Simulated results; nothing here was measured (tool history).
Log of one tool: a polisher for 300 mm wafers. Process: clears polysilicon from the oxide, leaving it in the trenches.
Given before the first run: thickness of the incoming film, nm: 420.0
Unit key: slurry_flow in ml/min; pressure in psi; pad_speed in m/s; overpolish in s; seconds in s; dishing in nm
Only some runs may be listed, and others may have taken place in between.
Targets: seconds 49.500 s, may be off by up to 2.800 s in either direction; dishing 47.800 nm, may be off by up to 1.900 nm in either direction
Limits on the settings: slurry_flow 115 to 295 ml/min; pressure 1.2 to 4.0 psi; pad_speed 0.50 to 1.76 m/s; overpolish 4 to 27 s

run,hour,slurry_flow,pressure,pad_speed,overpolish,seconds,dishing
1,0.0,190,2.6,1.12,14,29.196,54.410
2,8.5,190,2.5,1.12,13,30.595,53.496
3,10.9,190,2.5,1.12,19,30.166,56.009
4,18.7,190,2.5,1.00,19,35.070,54.922
5,24.4,190,2.4,1.00,18,36.576,54.985
6,30.1,190,2.3,1.00,16,35.457,53.430
7,36.8,190,2.2,0.98,15,38.646,52.959
8,40.3,190,2.1,0.98,14,40.058,52.238
9,48.1,190,1.5,0.94,8,48.331,39.160
10,55.5,190,1.5,0.92,9,48.982,40.301
11,58.4,190,1.5,0.90,10,51.858,42.219

Which single option among these 5 for the next run brings every result within its allowed miss of target? Just one does.
A,61.3,175,3.1,0.60,13,?,?
B,61.3,160,1.6,0.92,10,?,?
C,61.3,195,1.9,0.98,11,?,?
D,61.3,175,1.9,0.84,17,?,?
E,61.3,210,1.7,0.80,10,?,?

move,seconds,dishing
A,49.141,48.333
B,50.685,43.129
C,41.740,48.272
D,49.257,51.987
E,53.617,42.031
A: meets every target
B: moves toward the targets from the last run without getting all of them in spec
C: gets the furthest-off result to its target, but another result is out of tolerance
D: takes the biggest miss from the last run beyond its target
E: about the same distance from the targets as the last run
A meets every target.
